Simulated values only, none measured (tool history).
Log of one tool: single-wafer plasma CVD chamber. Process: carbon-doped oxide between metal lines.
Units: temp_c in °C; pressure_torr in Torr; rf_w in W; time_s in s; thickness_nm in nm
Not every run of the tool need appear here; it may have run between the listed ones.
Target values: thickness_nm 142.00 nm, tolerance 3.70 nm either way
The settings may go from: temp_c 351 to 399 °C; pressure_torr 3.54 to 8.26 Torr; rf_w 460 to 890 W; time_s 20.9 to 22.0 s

{"run": 1, "hour": 0.0, "temp_c": 375, "pressure_torr": 5.9, "rf_w": 675, "time_s": 22.0, "thickness_nm": 126.13}
{"run": 2, "hour": 5.1, "temp_c": 375, "pressure_torr": 5.9, "rf_w": 590, "time_s": 22.0, "thickness_nm": 114.75}
{"run": 3, "hour": 6.6, "temp_c": 370, "pressure_torr": 5.9, "rf_w": 590, "time_s": 22.0, "thickness_nm": 116.46}
{"run": 4, "hour": 9.4, "temp_c": 359, "pressure_torr": 5.9, "rf_w": 590, "time_s": 22.0, "thickness_nm": 119.19}
{"run": 5, "hour": 14.5, "temp_c": 359, "pressure_torr": 5.32, "rf_w": 590, "time_s": 22.0, "thickness_nm": 117.41}
{"run": 6, "hour": 23.1, "temp_c": 351, "pressure_torr": 5.32, "rf_w": 590, "time_s": 22.0, "thickness_nm": 120.62}
{"run": 7, "hour": 24.8, "temp_c": 351, "pressure_torr": 5.39, "rf_w": 615, "time_s": 22.0, "thickness_nm": 123.44}
{"run": 8, "hour": 27.9, "temp_c": 351, "pressure_torr": 5.46, "rf_w": 635, "time_s": 22.0, "thickness_nm": 126.15}

Consider the 5 candidate settings below. Which is the only one whose results all fall within their allowed miss of target?
{"run": "A", "hour": 31.0, "temp_c": 351, "pressure_torr": 5.8, "rf_w": 680, "time_s": 22.0, "thickness_nm": "?"}
{"run": "B", "hour": 31.0, "temp_c": 351, "pressure_torr": 5.77, "rf_w": 745, "time_s": 22.0, "thickness_nm": "?"}
{"run": "C", "hour": 31.0, "temp_c": 351, "pressure_torr": 6.12, "rf_w": 655, "time_s": 22.0, "thickness_nm": "?"}
{"run": "D", "hour": 31.0, "temp_c": 351, "pressure_torr": 5.66, "rf_w": 680, "time_s": 22.0, "thickness_nm": "?"}
{"run": "E", "hour": 31.0, "temp_c": 354, "pressure_torr": 5.37, "rf_w": 545, "time_s": 20.9, "thickness_nm": "?"}

move=A thickness_nm=133.30
move=B thickness_nm=140.93
move=C thickness_nm=131.04
move=D thickness_nm=132.93
move=E thickness_nm=108.38
A: an improvement on the last run, though not all results are within tolerance
B: hits every target within its allowed miss
C: an improvement on the last run, though not all results are within tolerance
D: an improvement on the last run, though not all results are within tolerance
E: lands further from the targets than the last run did
Correct choice: B, which meets every target
